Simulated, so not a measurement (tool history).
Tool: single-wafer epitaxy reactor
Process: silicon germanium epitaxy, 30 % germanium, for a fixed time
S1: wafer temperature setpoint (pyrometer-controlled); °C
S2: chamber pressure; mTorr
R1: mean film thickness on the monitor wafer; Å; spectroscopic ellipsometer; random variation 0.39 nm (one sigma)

run  hour   S1     S2      R1
  1     0  580  19700  422.25
  2   0.5  580  21900  444.95
  3   2.1  585  22000  494.98
  4  10.5  585  19700  472.85
  5  11.9  578  19700  405.81
  6  14.1  578  21100  418.05

Forecast run 7:
  7  17.1  583  21200   ?

R1: 466.36 Å
